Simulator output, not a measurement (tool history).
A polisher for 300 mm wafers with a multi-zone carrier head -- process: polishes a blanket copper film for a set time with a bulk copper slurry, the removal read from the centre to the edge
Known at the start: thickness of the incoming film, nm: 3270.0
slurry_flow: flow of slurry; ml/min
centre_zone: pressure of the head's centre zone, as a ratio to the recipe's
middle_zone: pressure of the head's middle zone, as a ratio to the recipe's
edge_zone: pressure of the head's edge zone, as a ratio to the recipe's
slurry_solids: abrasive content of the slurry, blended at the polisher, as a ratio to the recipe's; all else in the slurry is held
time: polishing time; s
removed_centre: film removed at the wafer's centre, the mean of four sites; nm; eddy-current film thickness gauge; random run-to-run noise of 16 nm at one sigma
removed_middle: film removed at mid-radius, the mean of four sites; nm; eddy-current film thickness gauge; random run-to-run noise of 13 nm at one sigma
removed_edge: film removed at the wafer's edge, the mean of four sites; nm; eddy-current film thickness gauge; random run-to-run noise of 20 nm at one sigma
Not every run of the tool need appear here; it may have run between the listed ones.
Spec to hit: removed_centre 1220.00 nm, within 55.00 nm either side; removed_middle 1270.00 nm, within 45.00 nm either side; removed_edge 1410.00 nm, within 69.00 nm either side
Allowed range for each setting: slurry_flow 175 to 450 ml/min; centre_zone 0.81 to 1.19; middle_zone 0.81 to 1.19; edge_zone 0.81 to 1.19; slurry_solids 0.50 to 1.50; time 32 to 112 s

| run | hour | slurry_flow | centre_zone | middle_zone | edge_zone | slurry_solids | time | removed_centre | removed_middle | removed_edge |
|---|---|---|---|---|---|---|---|---|---|---|
| 1 | 0.0 | 290 | 1.00 | 1.00 | 1.00 | 1.00 | 72 | 939.67 | 931.79 | 984.31 |
| 2 | 6.9 | 290 | 1.00 | 1.00 | 1.00 | 1.00 | 78 | 1041.10 | 1027.80 | 1043.30 |
| 3 | 11.9 | 290 | 1.00 | 0.93 | 1.00 | 1.00 | 78 | 1036.00 | 965.45 | 1032.70 |
| 4 | 15.7 | 290 | 1.00 | 0.93 | 1.00 | 1.10 | 78 | 1059.40 | 967.88 | 1060.70 |
| 5 | 20.1 | 290 | 1.00 | 0.93 | 1.00 | 1.30 | 78 | 1077.80 | 1019.00 | 1096.00 |
| 6 | 28.0 | 290 | 0.99 | 0.95 | 1.05 | 1.35 | 81 | 1105.90 | 1077.70 | 1173.10 |
| 7 | 31.4 | 290 | 0.99 | 0.95 | 1.05 | 1.35 | 81 | 1133.10 | 1063.60 | 1184.50 |
| 8 | 35.2 | 290 | 0.98 | 0.99 | 1.08 | 1.40 | 83 | 1158.40 | 1146.40 | 1218.70 |
| 9 | 43.1 | 290 | 0.96 | 0.99 | 1.11 | 1.45 | 86 | 1169.20 | 1193.80 | 1281.60 |
| 10 | 46.3 | 290 | 0.95 | 0.99 | 1.13 | 1.45 | 88 | 1161.10 | 1245.10 | 1328.80 |

Consider the 5 candidate settings below. Which is the only one whose results all fall within their allowed miss of target?
| A | 49.5 | 240 | 0.88 | 1.19 | 1.07 | 1.15 | 87 | ? | ? | ? |
| B | 49.5 | 255 | 0.95 | 0.99 | 1.16 | 1.45 | 92 | ? | ? | ? |
| C | 49.5 | 275 | 1.01 | 0.97 | 1.04 | 1.45 | 88 | ? | ? | ? |
| D | 49.5 | 295 | 0.95 | 1.10 | 1.13 | 1.45 | 82 | ? | ? | ? |
| E | 49.5 | 310 | 0.90 | 1.05 | 1.12 | 1.35 | 88 | ? | ? | ? |

| move | removed_centre | removed_middle | removed_edge |
|---|---|---|---|
| A | 1008.70 | 1306.70 | 1203.60 |
| B | 1209.00 | 1262.60 | 1396.30 |
| C | 1237.80 | 1198.00 | 1271.10 |
| D | 1094.60 | 1235.50 | 1239.00 |
| E | 1103.40 | 1267.70 | 1310.30 |
A: further off than the last run
B: hits every target within its allowed miss
C: further off than the last run
D: further off than the last run
E: further off than the last run
The move that meets every target is B.
